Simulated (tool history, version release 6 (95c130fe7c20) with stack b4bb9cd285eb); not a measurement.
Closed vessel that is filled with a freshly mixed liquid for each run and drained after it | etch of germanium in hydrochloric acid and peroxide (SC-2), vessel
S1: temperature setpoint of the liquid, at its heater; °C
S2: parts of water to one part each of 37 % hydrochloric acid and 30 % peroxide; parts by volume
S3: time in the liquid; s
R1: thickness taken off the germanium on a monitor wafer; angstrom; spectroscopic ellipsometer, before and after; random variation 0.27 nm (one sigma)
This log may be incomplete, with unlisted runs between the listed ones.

| run | hour | S1 | S2 | S3 | R1 |
|---|---|---|---|---|---|
| 1 | 0.0 | 47.0 | 10 | 30 | 407.93 |
| 2 | 5.6 | 48.0 | 10 | 30 | 419.87 |
| 3 | 13.0 | 49.0 | 10 | 30 | 433.25 |
| 4 | 19.2 | 49.0 | 10 | 30 | 435.34 |
| 5 | 25.3 | 43.5 | 10 | 30 | 362.72 |
|  | 30.6 | thermometer replaced |
| 6 | 30.6 | 37.0 | 10 | 30 | 282.58 |
| 7 | 32.8 | 41.0 | 10 | 30 | 324.64 |
| 8 | 35.7 | 43.5 | 10 | 30 | 350.60 |
| 9 | 42.5 | 45.5 | 10 | 30 | 374.85 |
| 10 | 46.4 | 47.0 | 10 | 30 | 396.36 |
| 11 | 47.1 | 48.0 | 10 | 30 | 408.00 |
| 12 | 55.8 | 49.0 | 10 | 30 | 419.84 |

Expected results for the next run?
| 13 | 59.2 | 50.0 | 10 | 30 | ? |

{"run 13": {"R1": 434.88}}
